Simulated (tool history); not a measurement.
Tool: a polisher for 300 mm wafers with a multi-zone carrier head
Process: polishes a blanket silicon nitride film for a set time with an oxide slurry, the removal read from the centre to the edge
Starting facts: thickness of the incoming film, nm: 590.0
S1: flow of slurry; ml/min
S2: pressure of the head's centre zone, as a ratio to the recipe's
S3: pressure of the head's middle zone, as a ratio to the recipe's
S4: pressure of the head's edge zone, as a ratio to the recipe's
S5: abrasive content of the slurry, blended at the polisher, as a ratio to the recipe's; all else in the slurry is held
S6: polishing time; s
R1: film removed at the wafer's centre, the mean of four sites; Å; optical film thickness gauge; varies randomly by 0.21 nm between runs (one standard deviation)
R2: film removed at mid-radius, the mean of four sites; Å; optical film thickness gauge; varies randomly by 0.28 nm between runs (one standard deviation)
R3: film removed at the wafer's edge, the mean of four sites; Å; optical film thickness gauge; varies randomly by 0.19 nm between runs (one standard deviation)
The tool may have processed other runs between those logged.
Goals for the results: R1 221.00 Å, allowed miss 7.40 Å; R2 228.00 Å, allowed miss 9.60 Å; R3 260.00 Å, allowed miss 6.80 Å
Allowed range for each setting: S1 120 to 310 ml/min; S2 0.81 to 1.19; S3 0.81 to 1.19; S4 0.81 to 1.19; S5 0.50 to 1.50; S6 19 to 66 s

run    day   S1    S2    S3    S4    S5  S6      R1      R2      R3
  1  0.000  200  1.00  1.00  1.00  1.00  42  212.95  207.49  211.27
  2  0.033  200  1.00  1.00  1.00  1.20  42  229.67  221.41  222.12
  3  0.067  240  1.00  1.00  1.00  1.20  42  235.68  224.50  225.94
  4  0.200  240  0.97  0.99  1.06  1.25  42  230.40  230.82  238.23
  5  0.321  265  0.97  0.99  1.06  1.25  42  231.82  234.81  239.34
  6  0.496  260  0.96  0.97  1.10  1.25  42  230.71  228.63  245.94
  7  0.579  260  0.95  0.96  1.12  1.25  42  230.43  232.44  246.40
  8  0.633  260  0.93  0.93  1.14  1.25  42  220.61  227.78  247.55
  9  0.754  260  0.92  0.91  1.16  1.25  42  223.00  222.03  251.78
 10  1.062  270  0.88  0.93  1.19  1.25  42  211.92  225.24  255.80

Next run, 4 choices. One meets every target within its allowed miss, the rest don't. Which?
  A  1.371  160  0.84  0.93  1.19  0.95  51   ?   ?   ?
  B  1.371  280  0.81  0.92  1.18  1.40  40   ?   ?   ?
  C  1.371  270  0.82  0.89  1.15  1.35  41   ?   ?   ?
  D  1.371  310  0.89  0.91  1.18  1.40  41   ?   ?   ?

move      R1      R2      R3
   A  202.84  223.87  259.76
   B  197.64  222.87  253.30
   C  201.43  220.57  252.13
   D  225.34  229.39  261.71
A: lands further from the targets than the last run did
B: lands further from the targets than the last run did
C: lands further from the targets than the last run did
D: in spec on every target
Answer: D
